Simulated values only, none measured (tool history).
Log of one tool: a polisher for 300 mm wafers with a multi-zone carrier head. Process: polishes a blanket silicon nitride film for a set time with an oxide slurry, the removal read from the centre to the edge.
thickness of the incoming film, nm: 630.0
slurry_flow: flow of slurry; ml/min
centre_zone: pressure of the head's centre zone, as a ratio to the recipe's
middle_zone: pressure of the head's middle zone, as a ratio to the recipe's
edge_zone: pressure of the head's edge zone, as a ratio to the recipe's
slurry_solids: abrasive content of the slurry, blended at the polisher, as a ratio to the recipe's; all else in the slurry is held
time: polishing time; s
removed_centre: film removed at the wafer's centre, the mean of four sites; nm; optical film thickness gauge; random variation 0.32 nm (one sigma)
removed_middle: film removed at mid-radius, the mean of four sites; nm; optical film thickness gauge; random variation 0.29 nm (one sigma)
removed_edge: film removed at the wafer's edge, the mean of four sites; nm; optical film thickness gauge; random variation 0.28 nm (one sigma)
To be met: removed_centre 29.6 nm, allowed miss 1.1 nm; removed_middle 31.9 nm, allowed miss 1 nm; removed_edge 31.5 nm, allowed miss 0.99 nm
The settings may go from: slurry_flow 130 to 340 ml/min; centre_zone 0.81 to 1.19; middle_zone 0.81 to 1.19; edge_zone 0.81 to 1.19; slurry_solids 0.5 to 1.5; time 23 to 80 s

Run 1, hour 0: slurry_flow 220 ml/min, centre_zone 1, middle_zone 1, edge_zone 1, slurry_solids 1, time 51 s. Result: removed_centre 28.083 nm, removed_middle 27.151 nm, removed_edge 27.665 nm.
Run 2, hour 2.1: slurry_flow 220 ml/min, centre_zone 0.92, middle_zone 1, edge_zone 1, slurry_solids 1, time 51 s. Result: removed_centre 26.335 nm, removed_middle 27.171 nm, removed_edge 27.825 nm.
Run 3, hour 5.5: slurry_flow 225 ml/min, centre_zone 0.92, middle_zone 1.01, edge_zone 1.01, slurry_solids 1, time 51 s. Result: removed_centre 26.181 nm, removed_middle 27.832 nm, removed_edge 27.638 nm.
Run 4, hour 9.7: slurry_flow 260 ml/min, centre_zone 0.92, middle_zone 1.01, edge_zone 1.01, slurry_solids 1, time 51 s. Result: removed_centre 26.657 nm, removed_middle 28.35 nm, removed_edge 28.131 nm.
Run 5, hour 12.9: slurry_flow 260 ml/min, centre_zone 0.93, middle_zone 1.01, edge_zone 1.02, slurry_solids 1, time 51 s. Result: removed_centre 26.975 nm, removed_middle 27.795 nm, removed_edge 28.373 nm.
Run 6, hour 18.6: slurry_flow 260 ml/min, centre_zone 0.93, middle_zone 1.02, edge_zone 1.03, slurry_solids 1, time 51 s. Result: removed_centre 27.012 nm, removed_middle 28.316 nm, removed_edge 28.511 nm.
At hour 20.9: edge zone pressure recalibrated.
Run 7, hour 20.9: slurry_flow 260 ml/min, centre_zone 0.93, middle_zone 1.03, edge_zone 1.04, slurry_solids 1, time 51 s. Result: removed_centre 26.773 nm, removed_middle 28.433 nm, removed_edge 28.956 nm.
Run 8, hour 25.1: slurry_flow 260 ml/min, centre_zone 0.94, middle_zone 1.04, edge_zone 1.04, slurry_solids 1, time 51 s. Result: removed_centre 27.533 nm, removed_middle 28.455 nm, removed_edge 29.314 nm.
Run 9, hour 26.7: slurry_flow 260 ml/min, centre_zone 0.94, middle_zone 1.05, edge_zone 1.04, slurry_solids 1, time 51 s. Result: removed_centre 27.084 nm, removed_middle 28.945 nm, removed_edge 29.685 nm.

5 next moves are on the table. One of them brings every result within its allowed miss. Which?
Run A, hour 28.3: slurry_flow 310 ml/min, centre_zone 0.87, middle_zone 0.95, edge_zone 0.88, slurry_solids 1.25, time 54 s. Result: removed_centre ?, removed_middle ?, removed_edge ?.
Run B, hour 28.3: slurry_flow 235 ml/min, centre_zone 0.98, middle_zone 1.02, edge_zone 0.94, slurry_solids 1.15, time 55 s. Result: removed_centre ?, removed_middle ?, removed_edge ?.
Run C, hour 28.3: slurry_flow 200 ml/min, centre_zone 0.91, middle_zone 1.06, edge_zone 1.01, slurry_solids 1.05, time 53 s. Result: removed_centre ?, removed_middle ?, removed_edge ?.
Run D, hour 28.3: slurry_flow 280 ml/min, centre_zone 0.88, middle_zone 1.1, edge_zone 0.86, slurry_solids 1.4, time 47 s. Result: removed_centre ?, removed_middle ?, removed_edge ?.
Run E, hour 28.3: slurry_flow 275 ml/min, centre_zone 0.94, middle_zone 1.07, edge_zone 0.86, slurry_solids 1.1, time 53 s. Result: removed_centre ?, removed_middle ?, removed_edge ?.

move  removed_centre  removed_middle  removed_edge
   A          29.212          31.078        31.587
   B          31.449          31.207        31.401
   C          26.494          29.171        29.742
   D          26.451          30.754        28.014
   E          29.221          31.185         28.99
A: meets every target
B: brings the result that was furthest off to its target, and leaves another outside
C: as far off as the last run
D: further off than the last run
E: brings the result that was furthest off to its target, and leaves another outside
Answer: A

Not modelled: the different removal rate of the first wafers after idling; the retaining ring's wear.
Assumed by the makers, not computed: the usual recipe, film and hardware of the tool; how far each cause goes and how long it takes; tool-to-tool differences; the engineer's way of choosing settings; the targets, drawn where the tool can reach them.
